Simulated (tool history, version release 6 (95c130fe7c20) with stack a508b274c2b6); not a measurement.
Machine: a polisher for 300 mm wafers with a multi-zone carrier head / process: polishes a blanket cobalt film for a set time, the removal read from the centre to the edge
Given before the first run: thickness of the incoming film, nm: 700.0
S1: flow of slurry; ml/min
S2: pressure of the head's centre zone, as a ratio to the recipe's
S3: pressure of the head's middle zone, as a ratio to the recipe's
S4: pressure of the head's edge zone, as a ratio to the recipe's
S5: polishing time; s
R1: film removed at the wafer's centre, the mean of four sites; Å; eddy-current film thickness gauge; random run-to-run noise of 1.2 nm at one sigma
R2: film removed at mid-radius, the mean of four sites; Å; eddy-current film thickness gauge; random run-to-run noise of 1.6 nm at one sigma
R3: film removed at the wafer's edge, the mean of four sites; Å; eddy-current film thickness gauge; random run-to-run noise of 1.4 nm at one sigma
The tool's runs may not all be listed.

run,day,S1,S2,S3,S4,S5,R1,R2,R3
1,0,220,1,1,1,48,1689.5,1676.8,1686.7
2,0.233,220,1.06,1,1,48,1792.1,1698.5,1644.9
3,0.425,220,1.06,1,1.06,48,1800,1696.1,1710
4,0.675,220,1.06,1,1.06,58,2173.3,2026.3,2056.8
5,0.871,220,1.06,1,1.06,68,2557.7,2366.3,2392
6,0.988,220,1.06,1,1.06,75,2805.4,2657.9,2658.9
7,1.262,210,1,0.98,1.01,68,2350.4,2364.1,2341.3
8,1.421,200,0.96,0.96,0.98,62,2077.8,2093.8,2131.5
9,1.529,200,0.96,0.96,0.98,62,2060.6,2061.5,2128.4

What does the tool deliver on the next run?
10,1.592,195,0.93,0.96,0.96,57,?,?,?

Run 10 measured R1 1841.1 Å, R2 1880.8 Å, R3 1922.4 Å.
